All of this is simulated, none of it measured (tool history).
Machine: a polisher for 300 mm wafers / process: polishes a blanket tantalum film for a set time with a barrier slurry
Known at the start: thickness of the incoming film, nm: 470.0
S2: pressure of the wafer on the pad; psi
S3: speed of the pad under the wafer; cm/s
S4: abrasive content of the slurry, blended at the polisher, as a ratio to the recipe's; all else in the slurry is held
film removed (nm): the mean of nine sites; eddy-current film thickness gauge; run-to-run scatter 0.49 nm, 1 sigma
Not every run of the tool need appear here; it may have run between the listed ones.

{"run": 1, "hour": 0.0, "flow of slurry (ml/min)": 320, "S2": 1.7, "S3": 116, "S4": 1, "polishing time (s)": 41, "film removed (nm)": 61.029}
{"run": 2, "hour": 1.4, "flow of slurry (ml/min)": 320, "S2": 1.4, "S3": 112, "S4": 1, "polishing time (s)": 41, "film removed (nm)": 50.083}
{"run": 3, "hour": 5.8, "flow of slurry (ml/min)": 320, "S2": 1.4, "S3": 112, "S4": 0.9, "polishing time (s)": 41, "film removed (nm)": 50.827}
{"run": 4, "hour": 8.8, "flow of slurry (ml/min)": 320, "S2": 1.7, "S3": 112, "S4": 0.9, "polishing time (s)": 41, "film removed (nm)": 58.307}
{"run": 5, "hour": 12.1, "flow of slurry (ml/min)": 320, "S2": 1.9, "S3": 112, "S4": 0.9, "polishing time (s)": 41, "film removed (nm)": 63.83}
{"run": 6, "hour": 20.7, "flow of slurry (ml/min)": 320, "S2": 1.6, "S3": 106, "S4": 0.9, "polishing time (s)": 41, "film removed (nm)": 52.255}
{"run": 7, "hour": 28.9, "flow of slurry (ml/min)": 320, "S2": 1.4, "S3": 104, "S4": 0.9, "polishing time (s)": 41, "film removed (nm)": 46.669}
{"run": 8, "hour": 33.0, "flow of slurry (ml/min)": 320, "S2": 1.2, "S3": 102, "S4": 0.9, "polishing time (s)": 41, "film removed (nm)": 40.65}
{"run": 9, "hour": 35.3, "flow of slurry (ml/min)": 320, "S2": 1.1, "S3": 102, "S4": 0.9, "polishing time (s)": 41, "film removed (nm)": 39.203}

Run 10 has not been measured yet. What should we expect?
{"run": 10, "hour": 43.6, "flow of slurry (ml/min)": 320, "S2": 1, "S3": 102, "S4": 0.9, "polishing time (s)": 41, "film removed (nm)": "?"}

film removed (nm): 35.808

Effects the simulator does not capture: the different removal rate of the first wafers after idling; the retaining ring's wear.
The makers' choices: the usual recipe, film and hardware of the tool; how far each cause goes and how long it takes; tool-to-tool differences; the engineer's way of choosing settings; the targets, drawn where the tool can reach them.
